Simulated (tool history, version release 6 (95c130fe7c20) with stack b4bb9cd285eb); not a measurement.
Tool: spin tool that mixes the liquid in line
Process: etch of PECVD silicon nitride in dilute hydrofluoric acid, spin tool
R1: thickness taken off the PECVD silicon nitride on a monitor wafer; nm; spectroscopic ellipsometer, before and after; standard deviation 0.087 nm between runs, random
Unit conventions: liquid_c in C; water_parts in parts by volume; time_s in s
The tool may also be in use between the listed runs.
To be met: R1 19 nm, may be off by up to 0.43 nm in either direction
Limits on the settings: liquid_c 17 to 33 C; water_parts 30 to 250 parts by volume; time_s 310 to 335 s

{"run": 1, "hour": 0.0, "liquid_c": 25, "water_parts": 140, "time_s": 310, "R1": 10.899}
{"run": 2, "hour": 2.1, "liquid_c": 26, "water_parts": 140, "time_s": 310, "R1": 11.645}
{"run": 3, "hour": 6.7, "liquid_c": 26, "water_parts": 185, "time_s": 310, "R1": 8.7642}
{"run": 4, "hour": 10.3, "liquid_c": 27, "water_parts": 180, "time_s": 310, "R1": 9.5687}
{"run": 5, "hour": 14.5, "liquid_c": 28, "water_parts": 175, "time_s": 310, "R1": 10.538}
{"run": 6, "hour": 15.5, "liquid_c": 28.5, "water_parts": 170, "time_s": 310, "R1": 11.227}
{"run": 7, "hour": 24.3, "liquid_c": 29, "water_parts": 165, "time_s": 310, "R1": 11.867}
{"run": 8, "hour": 26.1, "liquid_c": 29.5, "water_parts": 160, "time_s": 310, "R1": 12.573}
{"run": 9, "hour": 29.4, "liquid_c": 30, "water_parts": 155, "time_s": 310, "R1": 13.383}
{"run": 10, "hour": 31.4, "liquid_c": 30.5, "water_parts": 150, "time_s": 310, "R1": 14.254}
{"hour": 38.4, "done": "hydrofluoric acid flow meter replaced"}
{"run": 11, "hour": 38.4, "liquid_c": 31, "water_parts": 145, "time_s": 310, "R1": 14.535}
{"run": 12, "hour": 46.9, "liquid_c": 31.5, "water_parts": 140, "time_s": 310, "R1": 15.467}
{"run": 13, "hour": 47.6, "liquid_c": 31.5, "water_parts": 135, "time_s": 310, "R1": 16.075}
{"run": 14, "hour": 53.2, "liquid_c": 32.5, "water_parts": 125, "time_s": 310, "R1": 18.558}

Of the 4 settings listed for the next run, only one would bring every result within its allowed miss of target. Which one?
{"run": "A", "hour": 58.8, "liquid_c": 31.5, "water_parts": 125, "time_s": 335, "R1": "?"}
{"run": "B", "hour": 58.8, "liquid_c": 32.5, "water_parts": 130, "time_s": 320, "R1": "?"}
{"run": "C", "hour": 58.8, "liquid_c": 33, "water_parts": 135, "time_s": 315, "R1": "?"}
{"run": "D", "hour": 58.8, "liquid_c": 32, "water_parts": 130, "time_s": 320, "R1": "?"}

move=A R1=18.806
move=B R1=18.343
move=C R1=17.904
move=D R1=17.795
A: each result inside its tolerance
B: lands further from the targets than the last run did
C: lands further from the targets than the last run did
D: lands further from the targets than the last run did
A meets every target.
